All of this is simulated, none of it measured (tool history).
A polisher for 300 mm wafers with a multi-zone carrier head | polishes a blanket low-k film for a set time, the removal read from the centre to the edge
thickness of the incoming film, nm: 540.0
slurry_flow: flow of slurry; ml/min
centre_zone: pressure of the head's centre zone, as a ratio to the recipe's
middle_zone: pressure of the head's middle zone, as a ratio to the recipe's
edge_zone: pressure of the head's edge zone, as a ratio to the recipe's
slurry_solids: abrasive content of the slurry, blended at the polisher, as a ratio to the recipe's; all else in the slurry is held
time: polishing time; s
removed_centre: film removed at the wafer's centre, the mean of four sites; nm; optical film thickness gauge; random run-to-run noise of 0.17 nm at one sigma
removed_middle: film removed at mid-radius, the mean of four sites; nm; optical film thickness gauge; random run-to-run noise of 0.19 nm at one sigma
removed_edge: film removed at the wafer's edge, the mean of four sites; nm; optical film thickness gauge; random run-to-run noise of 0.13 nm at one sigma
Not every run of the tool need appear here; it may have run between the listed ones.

Run 1, hour 0: slurry_flow 195 ml/min, centre_zone 1, middle_zone 1, edge_zone 1, slurry_solids 1, time 52 s. Result: removed_centre 31.52 nm, removed_middle 31.11 nm, removed_edge 31.189 nm.
Run 2, hour 3.2: slurry_flow 195 ml/min, centre_zone 0.97, middle_zone 1, edge_zone 1, slurry_solids 1, time 52 s. Result: removed_centre 29.883 nm, removed_middle 31.074 nm, removed_edge 30.933 nm.
Run 3, hour 10.4: slurry_flow 195 ml/min, centre_zone 0.97, middle_zone 1, edge_zone 1, slurry_solids 1, time 59 s. Result: removed_centre 34.535 nm, removed_middle 35.193 nm, removed_edge 34.66 nm.
Run 4, hour 16.6: slurry_flow 195 ml/min, centre_zone 0.97, middle_zone 1, edge_zone 1, slurry_solids 0.85, time 59 s. Result: removed_centre 31.013 nm, removed_middle 31.921 nm, removed_edge 31.637 nm.
Run 5, hour 19.5: slurry_flow 195 ml/min, centre_zone 0.97, middle_zone 1, edge_zone 0.97, slurry_solids 0.8, time 56 s. Result: removed_centre 28.11 nm, removed_middle 29.192 nm, removed_edge 27.874 nm.
Run 6, hour 22.4: slurry_flow 160 ml/min, centre_zone 0.97, middle_zone 1, edge_zone 0.97, slurry_solids 0.8, time 56 s. Result: removed_centre 27.014 nm, removed_middle 28.446 nm, removed_edge 27.342 nm.
Run 7, hour 26.6: slurry_flow 160 ml/min, centre_zone 0.97, middle_zone 0.98, edge_zone 0.95, slurry_solids 0.75, time 55 s. Result: removed_centre 25.345 nm, removed_middle 26.054 nm, removed_edge 25.316 nm.
Run 8, hour 28: slurry_flow 160 ml/min, centre_zone 0.97, middle_zone 0.98, edge_zone 0.95, slurry_solids 0.75, time 55 s. Result: removed_centre 24.939 nm, removed_middle 25.471 nm, removed_edge 25.547 nm.
Run 9, hour 31.7: slurry_flow 165 ml/min, centre_zone 0.97, middle_zone 0.98, edge_zone 0.93, slurry_solids 0.7, time 54 s. Result: removed_centre 23.511 nm, removed_middle 24.066 nm, removed_edge 23.266 nm.
Run 10, hour 34.6: slurry_flow 170 ml/min, centre_zone 0.96, middle_zone 0.97, edge_zone 0.91, slurry_solids 0.65, time 54 s. Result: removed_centre 22.132 nm, removed_middle 22.273 nm, removed_edge 21.853 nm.
Run 11, hour 43.3: slurry_flow 195 ml/min, centre_zone 0.93, middle_zone 1.01, edge_zone 0.81, slurry_solids 0.5, time 50 s. Result: removed_centre 15.067 nm, removed_middle 16.51 nm, removed_edge 14.74 nm.
Run 12, hour 50.9: slurry_flow 195 ml/min, centre_zone 0.94, middle_zone 1.01, edge_zone 0.83, slurry_solids 0.5, time 50 s. Result: removed_centre 15.468 nm, removed_middle 16.55 nm, removed_edge 14.923 nm.
Run 13, hour 51.6: slurry_flow 195 ml/min, centre_zone 0.95, middle_zone 1.01, edge_zone 0.85, slurry_solids 0.5, time 50 s. Result: removed_centre 15.86 nm, removed_middle 16.494 nm, removed_edge 15.261 nm.

What does the tool deliver on the next run?
Run 14, hour 58.2: slurry_flow 195 ml/min, centre_zone 0.95, middle_zone 1.01, edge_zone 0.85, slurry_solids 0.5, time 50 s. Result: removed_centre ?, removed_middle ?, removed_edge ?.

Run 14 yielded removed_centre 15.968 nm, removed_middle 16.562 nm, removed_edge 15.177 nm.
